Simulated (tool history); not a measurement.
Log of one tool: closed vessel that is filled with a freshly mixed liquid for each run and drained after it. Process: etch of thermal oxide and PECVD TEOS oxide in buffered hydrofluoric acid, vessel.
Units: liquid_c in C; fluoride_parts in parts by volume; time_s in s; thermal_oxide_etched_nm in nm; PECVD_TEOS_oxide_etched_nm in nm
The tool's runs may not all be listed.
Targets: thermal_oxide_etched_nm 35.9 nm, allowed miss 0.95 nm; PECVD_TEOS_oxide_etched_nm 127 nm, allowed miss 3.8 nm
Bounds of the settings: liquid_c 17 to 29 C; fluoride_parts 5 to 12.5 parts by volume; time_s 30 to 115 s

| run | hour | liquid_c | fluoride_parts | time_s | thermal_oxide_etched_nm | PECVD_TEOS_oxide_etched_nm |
|---|---|---|---|---|---|---|
| 1 | 0 | 21 | 7.5 | 60 | 78.961 | 280.96 |
| 2 | 1.1 | 20 | 8.5 | 60 | 64.71 | 231.76 |
| 3 | 3.9 | 19 | 9.5 | 60 | 55.547 | 195.66 |
| 4 | 9.2 | 18.5 | 10 | 60 | 51.746 | 184.19 |
| 5 | 16.3 | 18 | 10.5 | 60 | 48.506 | 169.55 |
| 6 | 17.9 | 18 | 10.5 | 35 | 28.258 | 98.286 |
| 7 | 26.2 | 19.5 | 10.5 | 35 | 30.63 | 109.81 |
| 8 | 27.8 | 20 | 10.5 | 35 | 31.954 | 112.08 |
| 9 | 31.7 | 20.5 | 10.5 | 35 | 32.864 | 116.03 |
| 10 | 35.7 | 21 | 10.5 | 35 | 33.75 | 119.41 |
| 11 | 41.1 | 21 | 10.5 | 35 | 33.584 | 118.31 |
| 12 | 41.6 | 21.5 | 10.5 | 35 | 34.029 | 122.24 |

4 next moves are on the table. One of them brings every result within its allowed miss. Which?
| A | 42.1 | 26.5 | 12 | 30 | ? | ? |
| B | 42.1 | 21.5 | 11 | 35 | ? | ? |
| C | 42.1 | 22 | 11.5 | 35 | ? | ? |
| D | 42.1 | 24 | 9.5 | 30 | ? | ? |

| move | thermal_oxide_etched_nm | PECVD_TEOS_oxide_etched_nm |
|---|---|---|
| A | 34.167 | 120.3 |
| B | 33.035 | 116.31 |
| C | 32.52 | 114.5 |
| D | 36.179 | 127.39 |
A: nearer than the last run, and not there yet
B: further off than the last run
C: further off than the last run
D: meets every target
The right move is D.
